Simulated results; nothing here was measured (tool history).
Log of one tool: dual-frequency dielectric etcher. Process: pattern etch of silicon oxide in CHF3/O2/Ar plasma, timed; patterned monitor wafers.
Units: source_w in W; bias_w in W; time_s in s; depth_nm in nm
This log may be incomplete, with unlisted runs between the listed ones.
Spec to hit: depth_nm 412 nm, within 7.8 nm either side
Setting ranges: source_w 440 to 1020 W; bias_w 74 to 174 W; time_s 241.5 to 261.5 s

| run | hour | source_w | bias_w | time_s | depth_nm |
|---|---|---|---|---|---|
| 1 | 0 | 730 | 124 | 261.5 | 471.35 |
| 2 | 5.4 | 730 | 124 | 261.5 | 467.7 |
| 3 | 6.3 | 730 | 109 | 261.5 | 458.61 |
| 4 | 8.4 | 730 | 130 | 261.5 | 472.21 |
| 5 | 13.1 | 690 | 128 | 261 | 454.86 |
| 6 | 21.4 | 670 | 127 | 261 | 450.37 |
| 7 | 26.3 | 670 | 127 | 261 | 447.59 |
|  | 30.8 | source power generator calibrated |
| 8 | 30.8 | 650 | 126 | 261 | 434.11 |
| 9 | 37.6 | 640 | 126 | 261 | 429.17 |

Which of these 4 next moves meets every target?
| A | 44.4 | 700 | 158 | 250 | ? |
| B | 44.4 | 600 | 127 | 244 | ? |
| C | 44.4 | 590 | 106 | 257.5 | ? |
| D | 44.4 | 630 | 133 | 250 | ? |

| move | depth_nm |
|---|---|
| A | 447.04 |
| B | 387.59 |
| C | 393.33 |
| D | 410.55 |
A: moves away from the targets compared with the last run
B: moves the result that the last run missed by most past its target, out the other side
C: moves the result that the last run missed by most past its target, out the other side
D: all results land within tolerance of their targets
Move D is the one to make.

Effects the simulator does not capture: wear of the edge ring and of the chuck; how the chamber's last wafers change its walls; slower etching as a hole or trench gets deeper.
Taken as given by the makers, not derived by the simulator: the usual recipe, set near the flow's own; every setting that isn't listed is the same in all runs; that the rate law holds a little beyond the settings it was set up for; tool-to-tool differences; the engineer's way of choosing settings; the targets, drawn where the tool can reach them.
